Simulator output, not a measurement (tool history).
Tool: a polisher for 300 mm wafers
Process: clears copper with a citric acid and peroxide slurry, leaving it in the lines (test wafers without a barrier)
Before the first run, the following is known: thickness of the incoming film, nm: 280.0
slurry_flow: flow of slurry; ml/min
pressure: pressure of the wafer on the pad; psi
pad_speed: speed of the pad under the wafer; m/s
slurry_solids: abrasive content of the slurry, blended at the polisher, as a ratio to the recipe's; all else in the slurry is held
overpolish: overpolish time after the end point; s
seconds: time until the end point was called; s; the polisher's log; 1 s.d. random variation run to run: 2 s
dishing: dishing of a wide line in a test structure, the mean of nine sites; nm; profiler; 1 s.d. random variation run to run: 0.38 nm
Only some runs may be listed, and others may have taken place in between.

Run 1, day 0: slurry_flow 235 ml/min, pressure 3.9 psi, pad_speed 0.92 m/s, slurry_solids 1, overpolish 28 s. Result: seconds 134.18 s, dishing 45.069 nm.
Run 2, day 0.196: slurry_flow 235 ml/min, pressure 3.9 psi, pad_speed 1.12 m/s, slurry_solids 1, overpolish 28 s. Result: seconds 110.63 s, dishing 50.513 nm.
Run 3, day 0.392: slurry_flow 235 ml/min, pressure 3.5 psi, pad_speed 1.1 m/s, slurry_solids 1, overpolish 25 s. Result: seconds 119.86 s, dishing 44.645 nm.
Run 4, day 0.55: slurry_flow 235 ml/min, pressure 3.1 psi, pad_speed 1.1 m/s, slurry_solids 1, overpolish 25 s. Result: seconds 127.3 s, dishing 40.905 nm.
Run 5, day 0.633: slurry_flow 290 ml/min, pressure 3.1 psi, pad_speed 1.1 m/s, slurry_solids 1, overpolish 25 s. Result: seconds 126.34 s, dishing 41.938 nm.
Run 6, day 0.767: slurry_flow 290 ml/min, pressure 2.8 psi, pad_speed 1.04 m/s, slurry_solids 1, overpolish 22 s. Result: seconds 141.73 s, dishing 33.844 nm.
Run 7, day 0.796: slurry_flow 290 ml/min, pressure 2.6 psi, pad_speed 1 m/s, slurry_solids 1, overpolish 21 s. Result: seconds 152.82 s, dishing 32.092 nm.
Run 8, day 0.933: slurry_flow 290 ml/min, pressure 2.4 psi, pad_speed 0.96 m/s, slurry_solids 1, overpolish 19 s. Result: seconds 164.95 s, dishing 26.928 nm.
Run 9, day 1.188: slurry_flow 280 ml/min, pressure 1.8 psi, pad_speed 0.84 m/s, slurry_solids 1, overpolish 15 s. Result: seconds 212.12 s, dishing 17.23 nm.
At day 1.317: slurry nozzle cleaned.
Run 10, day 1.317: slurry_flow 285 ml/min, pressure 1.8 psi, pad_speed 0.84 m/s, slurry_solids 1, overpolish 16 s. Result: seconds 205.81 s, dishing 17.857 nm.

Estimate the outcome of run 11 from the log above:
Run 11, day 1.675: slurry_flow 285 ml/min, pressure 1.8 psi, pad_speed 0.84 m/s, slurry_solids 1, overpolish 17 s. Result: seconds ?, dishing ?.

For run 11 the tool returned seconds 204.26 s, dishing 19.631 nm.

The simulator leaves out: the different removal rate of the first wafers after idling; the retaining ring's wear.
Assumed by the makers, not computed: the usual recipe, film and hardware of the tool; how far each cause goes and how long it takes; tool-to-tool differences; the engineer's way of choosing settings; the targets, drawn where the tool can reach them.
